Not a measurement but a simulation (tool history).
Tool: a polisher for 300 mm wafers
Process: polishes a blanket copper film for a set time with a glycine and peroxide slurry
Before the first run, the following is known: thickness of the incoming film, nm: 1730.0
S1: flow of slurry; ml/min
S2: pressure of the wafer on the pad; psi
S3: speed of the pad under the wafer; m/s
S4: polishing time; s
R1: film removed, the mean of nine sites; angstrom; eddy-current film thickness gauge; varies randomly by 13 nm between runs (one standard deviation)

Run 1, hour 0: S1 130 ml/min, S2 3.2 psi, S3 1.08 m/s, S4 107 s. Result: R1 6941.4 angstrom.
Run 2, hour 7.6: S1 130 ml/min, S2 2.5 psi, S3 1.08 m/s, S4 107 s. Result: R1 5685.2 angstrom.
Run 3, hour 14.1: S1 130 ml/min, S2 2.5 psi, S3 1.08 m/s, S4 107 s. Result: R1 5714.5 angstrom.
Run 4, hour 22: S1 130 ml/min, S2 2.5 psi, S3 1.28 m/s, S4 107 s. Result: R1 6304.2 angstrom.
Run 5, hour 27.2: S1 130 ml/min, S2 2.5 psi, S3 1.42 m/s, S4 107 s. Result: R1 6675 angstrom.
Run 6, hour 29.6: S1 130 ml/min, S2 2.5 psi, S3 1.42 m/s, S4 112 s. Result: R1 6935.9 angstrom.
Run 7, hour 34.1: S1 130 ml/min, S2 2.7 psi, S3 1.44 m/s, S4 112 s. Result: R1 7555.2 angstrom.

What does the tool deliver on the next run?
Run 8, hour 36.7: S1 130 ml/min, S2 2.8 psi, S3 1.44 m/s, S4 112 s. Result: R1 ?.

Logged for run 8: R1 7815.3 angstrom.
